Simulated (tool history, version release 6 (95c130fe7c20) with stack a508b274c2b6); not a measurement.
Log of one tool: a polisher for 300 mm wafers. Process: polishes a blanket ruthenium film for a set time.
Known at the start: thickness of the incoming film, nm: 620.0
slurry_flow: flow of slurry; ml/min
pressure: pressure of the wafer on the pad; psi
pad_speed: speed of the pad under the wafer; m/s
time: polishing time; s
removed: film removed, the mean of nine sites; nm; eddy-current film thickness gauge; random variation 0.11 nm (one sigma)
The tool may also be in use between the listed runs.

run,hour,slurry_flow,pressure,pad_speed,time,removed
1,0,185,2,0.86,28,22.118
2,5.5,150,2,0.86,28,20.924
3,10.9,150,1.8,0.86,28,18.917
4,14.6,120,1.8,0.86,28,17.996
5,18.7,150,1.8,0.86,28,19.138
6,25.4,150,1.8,0.86,25,16.894
7,30,145,1.6,0.86,25,15.15
8,33,140,1.5,0.86,25,14.098
9,39.5,135,1.4,0.86,25,12.799
10,44.7,135,1.3,0.86,25,11.922

The next listed run, before its measurement:
11,52,135,1.2,0.86,25,?

removed: 11.384 nm
